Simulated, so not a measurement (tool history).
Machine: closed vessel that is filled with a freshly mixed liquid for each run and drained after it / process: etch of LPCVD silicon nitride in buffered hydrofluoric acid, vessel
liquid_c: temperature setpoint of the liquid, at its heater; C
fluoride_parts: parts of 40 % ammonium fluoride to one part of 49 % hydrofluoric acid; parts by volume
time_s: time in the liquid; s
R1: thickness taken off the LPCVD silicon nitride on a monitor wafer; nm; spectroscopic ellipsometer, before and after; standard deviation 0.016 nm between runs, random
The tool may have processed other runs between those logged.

{"run": 1, "hour": 0.0, "liquid_c": 23.0, "fluoride_parts": 10.5, "time_s": 180, "R1": 2.0219}
{"run": 2, "hour": 6.0, "liquid_c": 23.0, "fluoride_parts": 10.5, "time_s": 140, "R1": 1.5605}
{"run": 3, "hour": 7.9, "liquid_c": 26.5, "fluoride_parts": 10.5, "time_s": 140, "R1": 1.8794}
{"run": 4, "hour": 12.0, "liquid_c": 26.5, "fluoride_parts": 12.0, "time_s": 140, "R1": 1.6642}
{"run": 5, "hour": 15.7, "liquid_c": 28.0, "fluoride_parts": 10.5, "time_s": 140, "R1": 2.0619}
{"run": 6, "hour": 21.0, "liquid_c": 29.0, "fluoride_parts": 10.0, "time_s": 140, "R1": 2.2658}

Estimate the outcome of run 7 from the log above:
{"run": 7, "hour": 24.4, "liquid_c": 29.5, "fluoride_parts": 9.5, "time_s": 140, "R1": "?"}

{"run 7": {"R1": 2.4117}}
